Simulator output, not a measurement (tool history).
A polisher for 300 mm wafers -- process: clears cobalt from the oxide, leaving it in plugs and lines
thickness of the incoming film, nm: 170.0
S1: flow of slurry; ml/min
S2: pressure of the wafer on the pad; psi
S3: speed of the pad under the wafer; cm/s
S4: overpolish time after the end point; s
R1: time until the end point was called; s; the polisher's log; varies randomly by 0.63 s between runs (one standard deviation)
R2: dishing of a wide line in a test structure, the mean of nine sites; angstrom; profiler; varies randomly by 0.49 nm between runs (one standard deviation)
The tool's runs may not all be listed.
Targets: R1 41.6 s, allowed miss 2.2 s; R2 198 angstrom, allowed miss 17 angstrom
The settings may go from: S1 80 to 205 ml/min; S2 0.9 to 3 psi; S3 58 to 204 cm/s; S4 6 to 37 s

Run 1, day 0: S1 135 ml/min, S2 1.9 psi, S3 130 cm/s, S4 19 s. Result: R1 27.055 s, R2 578.86 angstrom.
Run 2, day 0.362: S1 135 ml/min, S2 1.7 psi, S3 130 cm/s, S4 19 s. Result: R1 27.445 s, R2 547.31 angstrom.
Run 3, day 0.604: S1 135 ml/min, S2 1.6 psi, S3 126 cm/s, S4 17 s. Result: R1 29.914 s, R2 516.51 angstrom.
Run 4, day 0.904: S1 110 ml/min, S2 1.6 psi, S3 126 cm/s, S4 17 s. Result: R1 31.855 s, R2 478.9 angstrom.
Run 5, day 0.983: S1 110 ml/min, S2 1.6 psi, S3 126 cm/s, S4 12 s. Result: R1 31.72 s, R2 416.45 angstrom.
Run 6, day 1.017: S1 105 ml/min, S2 1.5 psi, S3 126 cm/s, S4 11 s. Result: R1 33.498 s, R2 376.01 angstrom.
Run 7, day 1.342: S1 100 ml/min, S2 1.4 psi, S3 126 cm/s, S4 10 s. Result: R1 35.403 s, R2 335.83 angstrom.
Run 8, day 1.646: S1 95 ml/min, S2 1.3 psi, S3 128 cm/s, S4 9 s. Result: R1 36.176 s, R2 311.33 angstrom.
Run 9, day 1.8: S1 95 ml/min, S2 1.3 psi, S3 128 cm/s, S4 9 s. Result: R1 37.612 s, R2 302.51 angstrom.

Pick the move, out of 5, that brings all results within their allowed miss; only one does.
Run A, day 1.954: S1 100 ml/min, S2 1.7 psi, S3 124 cm/s, S4 26 s. Result: R1 ?, R2 ?.
Run B, day 1.954: S1 130 ml/min, S2 0.9 psi, S3 126 cm/s, S4 6 s. Result: R1 ?, R2 ?.
Run C, day 1.954: S1 120 ml/min, S2 1.9 psi, S3 78 cm/s, S4 20 s. Result: R1 ?, R2 ?.
Run D, day 1.954: S1 105 ml/min, S2 1.4 psi, S3 130 cm/s, S4 17 s. Result: R1 ?, R2 ?.
Run E, day 1.954: S1 80 ml/min, S2 0.9 psi, S3 166 cm/s, S4 6 s. Result: R1 ?, R2 ?.

move      R1      R2
   A  30.806  596.32
   B  39.473  202.46
   C   42.93  455.87
   D  32.434  485.13
   E  34.486   226.3
A: its largest miss is bigger than the last run's
B: all results in spec
C: its largest miss is bigger than the last run's
D: its largest miss is bigger than the last run's
E: an improvement on the last run, though not all results are within tolerance
So the answer is move B, the one that meets all the targets.
